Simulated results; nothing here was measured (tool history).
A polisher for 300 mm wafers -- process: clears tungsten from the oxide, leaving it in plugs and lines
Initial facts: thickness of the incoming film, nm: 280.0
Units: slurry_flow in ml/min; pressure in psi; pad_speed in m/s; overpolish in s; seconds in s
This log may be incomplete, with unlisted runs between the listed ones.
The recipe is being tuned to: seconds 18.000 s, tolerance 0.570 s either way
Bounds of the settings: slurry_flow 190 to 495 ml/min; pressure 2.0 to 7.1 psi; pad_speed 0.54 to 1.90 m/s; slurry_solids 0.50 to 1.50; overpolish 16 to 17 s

run  hour  slurry_flow  pressure  pad_speed  slurry_solids  overpolish  seconds
  1   0.0          320       4.5       1.22           1.00          16   32.268
  2   3.8          275       4.5       1.22           1.00          16   32.047
  3   7.5          235       4.5       1.22           1.00          16   33.105
  4  14.4          240       5.2       1.22           1.00          16   29.648
  5  23.1          240       5.2       1.22           1.00          17   29.192
  6  27.4          240       5.2       1.22           1.10          17   28.798
  7  33.5          250       5.7       1.26           1.10          17   25.263
  8  36.7          250       7.0       1.34           1.10          17   19.922

5 candidate next runs follow, results not yet known. Just one meets every target within its allowed miss. Identify it.
  A  39.9          210       7.1       1.46           0.85          16        ?
  B  39.9          260       6.6       1.34           1.15          16        ?
  C  39.9          380       7.0       1.34           1.05          16        ?
  D  39.9          190       6.3       1.56           1.15          17        ?
  E  39.9          310       7.1       1.36           1.30          16        ?

move  seconds
   A   19.452
   B   20.570
   C   19.183
   D   19.360
   E   18.099
A: an improvement on the last run, though not all results are within tolerance
B: the biggest miss grows against the last run
C: an improvement on the last run, though not all results are within tolerance
D: an improvement on the last run, though not all results are within tolerance
E: all results land within tolerance of their targets
The right move is E.
